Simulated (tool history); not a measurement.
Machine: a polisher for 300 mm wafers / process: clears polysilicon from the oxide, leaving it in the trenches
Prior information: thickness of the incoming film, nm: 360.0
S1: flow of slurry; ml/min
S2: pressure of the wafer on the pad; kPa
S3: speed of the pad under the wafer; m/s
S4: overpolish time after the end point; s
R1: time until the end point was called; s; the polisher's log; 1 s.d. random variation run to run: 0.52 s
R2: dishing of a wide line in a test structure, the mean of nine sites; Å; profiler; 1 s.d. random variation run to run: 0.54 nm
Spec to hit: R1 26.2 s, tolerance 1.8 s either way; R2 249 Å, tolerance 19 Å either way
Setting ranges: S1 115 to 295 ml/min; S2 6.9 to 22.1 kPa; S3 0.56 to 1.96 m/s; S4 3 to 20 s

run	day	S1	S2	S3	S4	R1	R2
1	0	190	14.5	1.26	10	27.265	388.78
2	0.171	190	16.5	1.26	10	24.379	392.05
3	0.292	190	17.2	1.18	9	24.903	385.74
4	0.542	185	17.2	1.16	8	24.572	383.14
5	0.675	200	16.5	1.16	7	26.952	356.23
6	0.996	200	16.5	1.16	11	26.704	417.73
7	1.121	190	15.2	1.26	10	26.188	407.54
8	1.292	205	15.9	1.2	9	25.555	380.02
9	1.388	220	14.5	1.24	8	27.081	376.17

Which one of the following 5 next-run settings gets every result inside its allowed miss? There is exactly one.
A	1.483	215	12.4	1.48	3	?	?
B	1.483	225	20	1.14	3	?	?
C	1.483	200	15.9	1.42	3	?	?
D	1.483	180	15.2	1.56	3	?	?
E	1.483	210	15.2	1.44	4	?	?

move	R1	R2
A	27.239	248.26
B	21.663	283.8
C	22.545	277.62
D	21.917	282
E	23.079	317.73
A: in spec on every target
B: moves toward the targets from the last run without getting all of them in spec
C: moves toward the targets from the last run without getting all of them in spec
D: moves toward the targets from the last run without getting all of them in spec
E: moves toward the targets from the last run without getting all of them in spec
The move that meets every target is A.
